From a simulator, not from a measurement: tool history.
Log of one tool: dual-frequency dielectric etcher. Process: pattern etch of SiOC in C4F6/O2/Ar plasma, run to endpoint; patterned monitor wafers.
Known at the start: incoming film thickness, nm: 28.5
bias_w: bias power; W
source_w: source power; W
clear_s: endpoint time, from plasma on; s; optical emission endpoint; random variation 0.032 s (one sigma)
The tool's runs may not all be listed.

run 1 day=0 | bias_w=395 source_w=450 | clear_s=10.162
run 2 day=0.108 | bias_w=415 source_w=450 | clear_s=9.9325
run 3 day=0.233 | bias_w=415 source_w=380 | clear_s=10.852
run 4 day=0.579 | bias_w=415 source_w=410 | clear_s=10.402
run 5 day=0.858 | bias_w=415 source_w=470 | clear_s=9.7367
run 6 day=1.008 | bias_w=370 source_w=470 | clear_s=10.153

Run 7 comes next. What will it give?
run 7 day=1.267 | bias_w=389 source_w=470 | clear_s=?

clear_s: 10.023 s
